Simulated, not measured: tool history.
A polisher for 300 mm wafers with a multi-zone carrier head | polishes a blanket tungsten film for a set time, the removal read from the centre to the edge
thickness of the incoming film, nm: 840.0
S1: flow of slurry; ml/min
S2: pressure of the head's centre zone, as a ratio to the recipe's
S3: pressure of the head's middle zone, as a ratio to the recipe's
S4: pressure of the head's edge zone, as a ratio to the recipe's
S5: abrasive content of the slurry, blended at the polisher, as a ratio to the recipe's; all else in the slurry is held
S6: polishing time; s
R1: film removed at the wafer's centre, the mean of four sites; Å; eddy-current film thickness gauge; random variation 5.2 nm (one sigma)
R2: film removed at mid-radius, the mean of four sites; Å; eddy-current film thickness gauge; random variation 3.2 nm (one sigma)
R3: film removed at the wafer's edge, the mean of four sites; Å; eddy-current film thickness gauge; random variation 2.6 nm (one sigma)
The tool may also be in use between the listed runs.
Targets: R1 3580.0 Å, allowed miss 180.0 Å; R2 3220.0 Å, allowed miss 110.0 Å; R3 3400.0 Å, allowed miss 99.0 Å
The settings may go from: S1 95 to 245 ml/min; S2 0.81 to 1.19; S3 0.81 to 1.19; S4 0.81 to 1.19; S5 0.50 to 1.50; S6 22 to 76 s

run 1 hour=0.0 | S1=155 S2=1.00 S3=1.00 S4=1.00 S5=1.00 S6=49 | R1=2955.0 R2=2941.6 R3=2935.8
run 2 hour=8.6 | S1=155 S2=1.00 S3=1.00 S4=1.00 S5=1.15 S6=49 | R1=2984.3 R2=3002.0 R3=3003.8
run 3 hour=10.7 | S1=155 S2=1.04 S3=1.00 S4=1.00 S5=1.15 S6=49 | R1=3177.3 R2=2993.0 R3=2974.4
run 4 hour=19.3 | S1=155 S2=1.04 S3=1.00 S4=1.00 S5=1.15 S6=56 | R1=3602.8 R2=3517.2 R3=3451.8
run 5 hour=21.8 | S1=170 S2=1.04 S3=1.00 S4=1.00 S5=1.15 S6=56 | R1=3731.9 R2=3522.5 R3=3502.0
run 6 hour=25.7 | S1=170 S2=1.04 S3=1.00 S4=0.96 S5=1.15 S6=56 | R1=3774.8 R2=3498.4 R3=3444.1
run 7 hour=34.2 | S1=165 S2=1.04 S3=0.98 S4=0.96 S5=1.15 S6=56 | R1=3649.3 R2=3462.0 R3=3386.2
run 8 hour=40.1 | S1=165 S2=1.04 S3=0.96 S4=0.97 S5=1.15 S6=56 | R1=3638.4 R2=3344.2 R3=3395.3
run 9 hour=41.8 | S1=165 S2=1.04 S3=0.95 S4=0.98 S5=1.15 S6=56 | R1=3635.6 R2=3355.8 R3=3458.6

Which of these 5 next moves meets every target?
run A hour=43.5 | S1=195 S2=1.19 S3=1.02 S4=0.86 S5=1.05 S6=54 | R1=? R2=? R3=?
run B hour=43.5 | S1=190 S2=1.11 S3=0.81 S4=1.05 S5=1.15 S6=56 | R1=? R2=? R3=?
run C hour=43.5 | S1=165 S2=1.13 S3=0.93 S4=1.00 S5=1.05 S6=56 | R1=? R2=? R3=?
run D hour=43.5 | S1=180 S2=1.08 S3=0.96 S4=1.06 S5=0.90 S6=56 | R1=? R2=? R3=?
run E hour=43.5 | S1=130 S2=0.88 S3=0.86 S4=1.02 S5=1.40 S6=58 | R1=? R2=? R3=?

move=A R1=4014.6 R2=3463.4 R3=3085.3
move=B R1=3936.3 R2=3034.9 R3=3585.0
move=C R1=3824.7 R2=3238.3 R3=3364.5
move=D R1=3598.3 R2=3265.1 R3=3386.2
move=E R1=3095.7 R2=3194.6 R3=3618.3
A: further off than the last run
B: takes the result that was furthest off past its target
C: brings the result that was furthest off to its target, and leaves another outside
D: meets every target
E: brings the result that was furthest off to its target, and leaves another outside
The right move is D.

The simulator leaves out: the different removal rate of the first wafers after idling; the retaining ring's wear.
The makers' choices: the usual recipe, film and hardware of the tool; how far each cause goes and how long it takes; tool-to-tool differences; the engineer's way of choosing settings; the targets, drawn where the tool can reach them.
